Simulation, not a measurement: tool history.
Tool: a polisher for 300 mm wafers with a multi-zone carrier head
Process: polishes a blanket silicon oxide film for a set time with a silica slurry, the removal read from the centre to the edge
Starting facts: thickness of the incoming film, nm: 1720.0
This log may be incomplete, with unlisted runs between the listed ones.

run  hour  flow of slurry (ml/min)  pressure of the head's centre zone  pressure of the head's middle zone  pressure of the head's edge zone  abrasive content of the slurry  polishing time (s)  film removed at the wafer's centre (Å)  film removed at mid-radius (Å)  film removed at the wafer's edge (Å)
  1     0                      140                                   1                                   1                                 1                               1                  68                                  2231.3                          2159.3                                2161.1
  2   6.4                      150                                   1                                1.02                              1.01                               1                  68                                  2268.2                          2290.9                                  2202
  3  14.6                      160                                   1                                1.02                              1.01                               1                  68                                  2314.6                          2273.8                                2246.2
  4  20.2                      160                                   1                                1.02                              0.94                               1                  68                                  2354.3                          2282.7                                2141.3
  5  23.9                      165                                   1                                1.03                              0.95                               1                  68                                  2405.2                          2299.8                                2162.1
  6  27.3                      165                                   1                                1.03                              0.95                             1.1                  68                                  2568.5                          2536.3                                2305.1
  7    36                      165                                0.99                                1.03                              0.95                             1.1                  68                                  2483.8                          2471.1                                2290.5

Predict the results of run 8:
  8  39.1                      170                                0.99                                1.04                              0.95                             1.1                  68                                       ?                               ?                                     ?

{"run 8": {"film removed at the wafer's centre (Å)": 2475.8, "film removed at mid-radius (Å)": 2481.7, "film removed at the wafer's edge (Å)": 2283.4}}
